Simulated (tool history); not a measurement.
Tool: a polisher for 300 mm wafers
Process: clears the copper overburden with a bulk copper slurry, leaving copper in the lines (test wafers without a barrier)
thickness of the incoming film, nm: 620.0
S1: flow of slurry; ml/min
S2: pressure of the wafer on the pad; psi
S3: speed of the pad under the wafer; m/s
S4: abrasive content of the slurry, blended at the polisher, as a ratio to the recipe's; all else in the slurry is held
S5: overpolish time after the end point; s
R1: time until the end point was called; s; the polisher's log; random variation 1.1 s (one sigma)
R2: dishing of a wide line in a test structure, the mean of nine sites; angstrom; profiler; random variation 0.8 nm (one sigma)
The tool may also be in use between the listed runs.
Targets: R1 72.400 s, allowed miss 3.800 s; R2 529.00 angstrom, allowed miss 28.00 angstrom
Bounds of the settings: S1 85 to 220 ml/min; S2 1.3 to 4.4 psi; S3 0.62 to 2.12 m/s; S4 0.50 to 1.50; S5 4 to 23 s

run	hour	S1	S2	S3	S4	S5	R1	R2
1	0.0	140	2.8	1.36	1.00	12	41.764	678.38
2	8.2	110	2.8	1.36	1.00	12	43.365	677.33
3	15.3	110	2.6	1.36	1.00	12	45.387	620.03
4	17.7	110	2.6	1.36	1.00	7	44.509	489.56
5	23.0	95	2.6	1.36	1.00	7	44.990	464.33
6	24.6	95	2.6	1.36	1.00	4	46.777	320.71
7	33.2	100	2.5	1.34	1.00	5	49.045	375.95
8	34.7	140	1.7	1.24	1.00	10	61.470	483.79

Which of these 5 next moves meets every target?
A	36.2	135	2.0	0.86	0.95	16	?	?
B	36.2	90	2.5	1.48	0.80	11	?	?
C	36.2	140	1.4	1.14	1.05	14	?	?
D	36.2	125	1.3	1.08	1.00	16	?	?
E	36.2	140	1.5	1.46	1.05	11	?	?

move	R1	R2
A	72.677	581.02
B	47.388	610.39
C	72.271	526.21
D	80.336	529.45
E	58.017	524.11
A: brings the result that was furthest off to its target, and leaves another outside
B: further off than the last run
C: meets every target
D: takes the result that was furthest off past its target
E: further off than the last run
Answer: C
